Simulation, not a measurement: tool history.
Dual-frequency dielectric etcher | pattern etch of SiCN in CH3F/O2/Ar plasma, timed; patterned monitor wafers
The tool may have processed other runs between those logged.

run,hour,source power (W),bias power (W),etch time (s),mean etch depth across the wafer (nm)
1,0,410,85,40.5,16.25
2,6.8,410,85,40.5,16.309
3,12.7,410,75,40.5,15.509
4,21.3,340,75,40.5,14.452
5,24.3,340,75,40.5,14.448
6,31.6,340,75,37,13.222

What will run 7 give?
7,38.1,410,78,37,?

mean etch depth across the wafer (nm): 14.324
